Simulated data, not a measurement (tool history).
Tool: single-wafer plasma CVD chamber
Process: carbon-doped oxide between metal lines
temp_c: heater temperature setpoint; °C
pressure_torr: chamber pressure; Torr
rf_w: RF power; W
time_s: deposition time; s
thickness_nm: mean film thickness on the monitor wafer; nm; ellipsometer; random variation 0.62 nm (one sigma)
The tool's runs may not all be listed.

run  hour  temp_c  pressure_torr  rf_w  time_s  thickness_nm
  1   0.0     365           3.55   630    22.2        120.08
  2   8.9     365           3.55   705    22.2        128.17
  3  13.7     366           3.45   665    22.1        122.14
  4  14.8     368           3.28   645    22.0        117.31
  5  19.1     370           3.12   635    22.0        117.16
  6  25.3     370           3.12   635    21.2        113.19

Run 7 comes next. What will it give?
  7  26.1     371           3.06   620    21.2             ?

Run 7 gave thickness_nm 110.48 nm.
